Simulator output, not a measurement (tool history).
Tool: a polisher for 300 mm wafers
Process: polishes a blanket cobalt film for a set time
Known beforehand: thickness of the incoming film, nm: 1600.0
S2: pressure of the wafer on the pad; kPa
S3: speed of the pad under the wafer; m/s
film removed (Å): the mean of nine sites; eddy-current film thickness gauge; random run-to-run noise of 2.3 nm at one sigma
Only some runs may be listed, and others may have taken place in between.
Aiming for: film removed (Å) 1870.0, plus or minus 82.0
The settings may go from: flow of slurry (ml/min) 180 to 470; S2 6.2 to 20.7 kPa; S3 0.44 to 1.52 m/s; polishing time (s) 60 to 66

Run 1, hour 0.0: flow of slurry (ml/min) 300, S2 13.1 kPa, S3 0.98 m/s, polishing time (s) 66. Result: film removed (Å) 3357.6.
Run 2, hour 3.1: flow of slurry (ml/min) 300, S2 11.7 kPa, S3 0.96 m/s, polishing time (s) 66. Result: film removed (Å) 3104.8.
Run 3, hour 8.0: flow of slurry (ml/min) 300, S2 10.3 kPa, S3 0.92 m/s, polishing time (s) 66. Result: film removed (Å) 2801.7.
Run 4, hour 10.8: flow of slurry (ml/min) 300, S2 9.7 kPa, S3 0.88 m/s, polishing time (s) 66. Result: film removed (Å) 2606.2.
Run 5, hour 19.8: flow of slurry (ml/min) 300, S2 6.9 kPa, S3 0.88 m/s, polishing time (s) 66. Result: film removed (Å) 2127.8.
Run 6, hour 20.6: flow of slurry (ml/min) 300, S2 6.9 kPa, S3 0.86 m/s, polishing time (s) 66. Result: film removed (Å) 2106.8.
Run 7, hour 27.1: flow of slurry (ml/min) 300, S2 6.9 kPa, S3 0.84 m/s, polishing time (s) 66. Result: film removed (Å) 2088.0.
Run 8, hour 33.8: flow of slurry (ml/min) 300, S2 6.9 kPa, S3 0.82 m/s, polishing time (s) 66. Result: film removed (Å) 2036.9.

Exercise: of the 4 proposed moves below, exactly one satisfies all targets within the stated allowed misses. Which move is it?
Run A, hour 40.5: flow of slurry (ml/min) 280, S2 6.2 kPa, S3 1.00 m/s, polishing time (s) 60. Result: film removed (Å) ?.
Run B, hour 40.5: flow of slurry (ml/min) 295, S2 7.6 kPa, S3 0.72 m/s, polishing time (s) 60. Result: film removed (Å) ?.
Run C, hour 40.5: flow of slurry (ml/min) 285, S2 6.2 kPa, S3 0.86 m/s, polishing time (s) 62. Result: film removed (Å) ?.
Run D, hour 40.5: flow of slurry (ml/min) 290, S2 7.6 kPa, S3 0.74 m/s, polishing time (s) 60. Result: film removed (Å) ?.

move  film removed (Å)
   A            2145.0
   B            1725.3
   C            1917.5
   D            1769.4
A: moves away from the targets compared with the last run
B: carries the result that was furthest off beyond its target, to the other side
C: each result inside its tolerance
D: carries the result that was furthest off beyond its target, to the other side
Correct choice: C, which meets every target
